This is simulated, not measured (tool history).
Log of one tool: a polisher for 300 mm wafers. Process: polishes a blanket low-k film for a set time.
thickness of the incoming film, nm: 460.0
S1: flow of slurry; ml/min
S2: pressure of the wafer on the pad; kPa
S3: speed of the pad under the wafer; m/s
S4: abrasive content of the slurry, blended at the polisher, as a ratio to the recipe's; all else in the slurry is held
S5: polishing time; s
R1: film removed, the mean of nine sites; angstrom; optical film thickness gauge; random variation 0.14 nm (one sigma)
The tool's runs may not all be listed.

run,hour,S1,S2,S3,S4,S5,R1
1,0,135,13.8,0.78,1,44,123.95
2,5.7,140,14.5,0.78,1,44,130.23
3,8.1,145,15.2,0.78,1,44,137.42
4,16,145,15.2,0.58,1,44,109.46
5,17.8,150,16.5,0.58,1,44,122.42
6,21.5,155,17.2,0.58,1,44,129.99

Forecast run 7:
7,26.4,160,17.9,0.58,1,44,?

{"run 7": {"R1": 134.48}}
